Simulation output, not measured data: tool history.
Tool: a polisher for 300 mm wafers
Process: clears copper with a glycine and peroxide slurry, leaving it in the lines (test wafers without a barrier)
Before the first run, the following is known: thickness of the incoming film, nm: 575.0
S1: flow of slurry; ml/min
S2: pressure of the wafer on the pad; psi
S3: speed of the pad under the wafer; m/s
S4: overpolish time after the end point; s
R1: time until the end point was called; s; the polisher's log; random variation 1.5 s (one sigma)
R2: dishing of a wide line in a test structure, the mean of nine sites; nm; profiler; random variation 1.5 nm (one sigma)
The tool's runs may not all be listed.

| run | day | S1 | S2 | S3 | S4 | R1 | R2 |
|---|---|---|---|---|---|---|---|
| 1 | 0.000 | 240 | 3.2 | 0.94 | 21 | 106.400 | 70.657 |
| 2 | 0.271 | 240 | 3.2 | 0.94 | 15 | 110.950 | 55.218 |
| 3 | 0.571 | 240 | 3.2 | 1.14 | 15 | 98.096 | 60.195 |
| 4 | 0.721 | 280 | 3.2 | 1.14 | 15 | 93.002 | 60.607 |
| 5 | 0.871 | 280 | 3.2 | 0.96 | 15 | 103.340 | 55.722 |
| 6 | 1.125 | 280 | 3.2 | 0.96 | 21 | 104.000 | 73.570 |
| 7 | 1.242 | 275 | 3.4 | 0.96 | 22 | 103.760 | 77.316 |
|  | 1.512 | slurry nozzle cleaned |
| 8 | 1.512 | 275 | 3.6 | 1.02 | 23 | 87.679 | 86.666 |

Run 9 comes next. What will it give?
| 9 | 1.542 | 275 | 3.7 | 1.02 | 24 | ? | ? |

{"run 9": {"R1": 87.859, "R2": 89.119}}
